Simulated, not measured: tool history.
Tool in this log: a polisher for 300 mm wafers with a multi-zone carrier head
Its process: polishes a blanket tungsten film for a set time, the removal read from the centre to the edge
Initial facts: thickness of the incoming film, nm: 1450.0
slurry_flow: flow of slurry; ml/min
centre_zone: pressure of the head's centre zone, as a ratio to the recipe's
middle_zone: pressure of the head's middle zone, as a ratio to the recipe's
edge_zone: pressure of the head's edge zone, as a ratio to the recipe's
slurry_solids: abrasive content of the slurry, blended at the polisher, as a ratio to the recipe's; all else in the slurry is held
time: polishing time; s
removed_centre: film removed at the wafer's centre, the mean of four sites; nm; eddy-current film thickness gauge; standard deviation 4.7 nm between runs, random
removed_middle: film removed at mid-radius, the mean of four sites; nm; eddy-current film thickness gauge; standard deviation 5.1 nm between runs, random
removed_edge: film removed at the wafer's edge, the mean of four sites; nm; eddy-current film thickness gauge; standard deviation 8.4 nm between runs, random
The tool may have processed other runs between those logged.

run,hour,slurry_flow,centre_zone,middle_zone,edge_zone,slurry_solids,time,removed_centre,removed_middle,removed_edge
1,0,175,1,1,1,1,83,354.24,360.4,372.69
2,7.7,175,1.03,1,1,1,83,363.95,353.87,374.69
3,12.5,180,1.02,1.02,1.05,1.15,88,401.19,396.76,410.26
4,15.9,180,1.02,1.02,1,1.15,88,395.77,394.33,411.93
5,18.7,195,1.02,1.02,1,1.15,88,399.05,402.56,420.53
6,21.6,215,1.01,1.02,1,1.25,91,427.26,431.57,451.4
7,27.1,225,0.99,1.01,1.01,1.35,94,444.57,446.7,471.87
8,29,225,0.99,1.01,1.01,1.35,94,449.42,443.79,469.94

Run 9, settings as shown, results not yet in. Your forecast:
9,31.3,235,0.96,1.01,1.03,1.4,97,?,?,?

Run 9 gave removed_centre 445.3 nm, removed_middle 468.26 nm, removed_edge 495.35 nm.
